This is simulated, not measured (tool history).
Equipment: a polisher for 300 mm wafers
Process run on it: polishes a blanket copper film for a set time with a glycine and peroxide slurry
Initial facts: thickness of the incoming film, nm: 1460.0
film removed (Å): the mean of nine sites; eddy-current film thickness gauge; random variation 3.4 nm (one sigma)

run	hour	flow of slurry (ml/min)	pressure of the wafer on the pad (psi)	speed of the pad under the wafer (m/s)	polishing time (s)	film removed (Å)
1	0.0	155	1.9	1.28	51	2698.2
2	4.9	130	1.9	1.28	51	2612.0
3	9.9	135	2.0	1.28	51	2682.0
4	16.9	135	2.0	1.28	51	2714.2
5	21.9	140	2.1	1.28	51	2775.3
6	28.4	140	2.6	1.28	51	3073.3
7	33.9	145	2.6	1.30	51	3184.7
8	42.7	150	2.6	1.32	51	3206.3
9	44.2	155	2.6	1.34	51	3331.1
10	46.8	160	2.6	1.34	51	3293.4
11	52.4	160	2.6	1.36	51	3367.0
12	56.1	165	2.6	1.36	51	3331.7
13	64.4	165	2.6	1.38	51	3460.1
14	68.4	170	2.6	1.38	51	3428.0
15	74.3	170	2.6	1.40	51	3435.1
16	76.4	170	2.6	1.42	51	3526.0

The next listed run, before its measurement:
17	81.7	185	2.8	1.46	51	?

{"run 17": {"film removed (Å)": 3768.4}}
